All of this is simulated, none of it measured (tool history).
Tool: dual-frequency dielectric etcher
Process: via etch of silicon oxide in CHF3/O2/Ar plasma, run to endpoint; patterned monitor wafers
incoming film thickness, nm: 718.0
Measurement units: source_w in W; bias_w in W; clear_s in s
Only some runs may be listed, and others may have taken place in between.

run,hour,source_w,bias_w,clear_s
1,0.0,850,139,342.16
2,7.7,850,127,347.09
3,12.9,880,130,343.17
4,20.9,880,114,353.01
5,22.8,760,114,369.48
6,25.1,610,114,393.85
7,31.6,670,120,376.28
8,39.1,720,126,373.12

Estimate the outcome of run 9 from the log above:
9,42.3,890,154,?

{"run 9": {"clear_s": 326.97}}
